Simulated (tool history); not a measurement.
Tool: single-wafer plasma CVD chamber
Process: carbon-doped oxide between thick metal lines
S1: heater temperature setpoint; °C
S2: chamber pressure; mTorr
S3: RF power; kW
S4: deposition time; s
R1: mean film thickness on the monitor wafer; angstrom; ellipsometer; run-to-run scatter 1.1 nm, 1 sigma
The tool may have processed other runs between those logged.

Run 1, hour 0: S1 345 °C, S2 6180 mTorr, S3 0.555 kW, S4 103 s. Result: R1 5887.3 angstrom.
Run 2, hour 5.1: S1 345 °C, S2 6180 mTorr, S3 0.615 kW, S4 103 s. Result: R1 6309.1 angstrom.
Run 3, hour 12.1: S1 346 °C, S2 6040 mTorr, S3 0.595 kW, S4 103 s. Result: R1 6108.1 angstrom.
Run 4, hour 16.4: S1 347 °C, S2 5860 mTorr, S3 0.58 kW, S4 103 s. Result: R1 6000.7 angstrom.
Run 5, hour 25: S1 347 °C, S2 5860 mTorr, S3 0.645 kW, S4 103 s. Result: R1 6439.7 angstrom.
Run 6, hour 27.1: S1 347 °C, S2 5860 mTorr, S3 0.6 kW, S4 103 s. Result: R1 6139.4 angstrom.
Run 7, hour 34.8: S1 348 °C, S2 5780 mTorr, S3 0.58 kW, S4 103 s. Result: R1 5977.1 angstrom.

Run 8 comes next. What will it give?
Run 8, hour 38.2: S1 348 °C, S2 5780 mTorr, S3 0.58 kW, S4 103 s. Result: R1 ?.

For run 8 the tool returned R1 5951.9 angstrom.
